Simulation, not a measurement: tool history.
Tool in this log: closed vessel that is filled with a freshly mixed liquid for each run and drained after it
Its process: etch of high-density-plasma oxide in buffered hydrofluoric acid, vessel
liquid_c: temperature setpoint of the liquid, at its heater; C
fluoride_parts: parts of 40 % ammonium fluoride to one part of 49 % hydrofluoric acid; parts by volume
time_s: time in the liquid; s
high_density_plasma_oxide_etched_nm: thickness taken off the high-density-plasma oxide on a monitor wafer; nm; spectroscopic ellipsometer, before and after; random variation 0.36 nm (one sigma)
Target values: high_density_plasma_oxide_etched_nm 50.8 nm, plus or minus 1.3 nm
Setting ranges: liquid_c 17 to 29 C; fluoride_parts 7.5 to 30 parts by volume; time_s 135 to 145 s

run    day  liquid_c  fluoride_parts  time_s  high_density_plasma_oxide_etched_nm
  1      0        21              22     135                               73.003
  2  0.242      19.5            23.5     135                               62.662
  3  0.562      22.5            23.5     135                               75.005
  4   0.95      19.5            23.5     135                               62.574
  5  1.025        17            23.5     135                               55.068
  6  1.333        17            23.5     135                               55.678
  7  1.383        17            24.5     135                               54.011
  8  1.754        17              25     135                               52.197

4 candidate next runs follow, results not yet known. Just one meets every target within its allowed miss. Identify it.
  A  2.125        17            27.5     140                                    ?
  B  2.125      17.5              27     140                                    ?
  C  2.125        18              27     135                                    ?
  D  2.125        17              25     140                                    ?

move  high_density_plasma_oxide_etched_nm
   A                               51.722
   B                               53.907
   C                               53.488
   D                               55.254
A: each result inside its tolerance
B: misses by more than the last run did
C: misses by more than the last run did
D: misses by more than the last run did
The move that meets every target is A.

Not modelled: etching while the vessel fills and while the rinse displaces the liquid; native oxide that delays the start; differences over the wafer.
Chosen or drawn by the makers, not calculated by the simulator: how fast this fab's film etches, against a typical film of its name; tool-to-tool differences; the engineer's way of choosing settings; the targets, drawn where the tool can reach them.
